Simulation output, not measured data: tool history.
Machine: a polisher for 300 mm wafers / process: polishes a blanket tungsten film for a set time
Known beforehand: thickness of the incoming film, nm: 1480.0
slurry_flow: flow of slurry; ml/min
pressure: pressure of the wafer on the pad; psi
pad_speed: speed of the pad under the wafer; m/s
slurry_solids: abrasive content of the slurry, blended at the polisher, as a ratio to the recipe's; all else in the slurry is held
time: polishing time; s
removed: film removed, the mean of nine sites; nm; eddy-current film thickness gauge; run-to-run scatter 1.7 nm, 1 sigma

{"run": 1, "day": 0.0, "slurry_flow": 175, "pressure": 4.7, "pad_speed": 1.2, "slurry_solids": 1.0, "time": 59, "removed": 347.53}
{"run": 2, "day": 0.121, "slurry_flow": 170, "pressure": 4.6, "pad_speed": 1.2, "slurry_solids": 1.0, "time": 59, "removed": 339.79}
{"run": 3, "day": 0.462, "slurry_flow": 165, "pressure": 4.5, "pad_speed": 1.2, "slurry_solids": 1.0, "time": 59, "removed": 330.84}
{"run": 4, "day": 0.825, "slurry_flow": 160, "pressure": 4.4, "pad_speed": 1.2, "slurry_solids": 1.0, "time": 59, "removed": 322.69}
{"run": 5, "day": 1.067, "slurry_flow": 160, "pressure": 4.4, "pad_speed": 1.2, "slurry_solids": 0.85, "time": 59, "removed": 301.56}
{"run": 6, "day": 1.154, "slurry_flow": 160, "pressure": 4.4, "pad_speed": 1.2, "slurry_solids": 0.95, "time": 59, "removed": 313.26}
{"day": 1.358, "done": "slurry tank refilled with fresh slurry and peroxide"}
{"run": 7, "day": 1.358, "slurry_flow": 155, "pressure": 4.3, "pad_speed": 1.2, "slurry_solids": 0.95, "time": 59, "removed": 343.99}
{"run": 8, "day": 1.538, "slurry_flow": 165, "pressure": 4.3, "pad_speed": 1.2, "slurry_solids": 0.95, "time": 59, "removed": 347.48}
{"run": 9, "day": 1.788, "slurry_flow": 155, "pressure": 4.3, "pad_speed": 1.2, "slurry_solids": 0.95, "time": 59, "removed": 339.59}
{"run": 10, "day": 2.083, "slurry_flow": 165, "pressure": 4.2, "pad_speed": 1.2, "slurry_solids": 0.95, "time": 59, "removed": 337.54}

Run 11 comes next. What will it give?
{"run": 11, "day": 2.425, "slurry_flow": 160, "pressure": 4.4, "pad_speed": 1.18, "slurry_solids": 0.95, "time": 59, "removed": "?"}

{"run 11": {"removed": 345.67}}
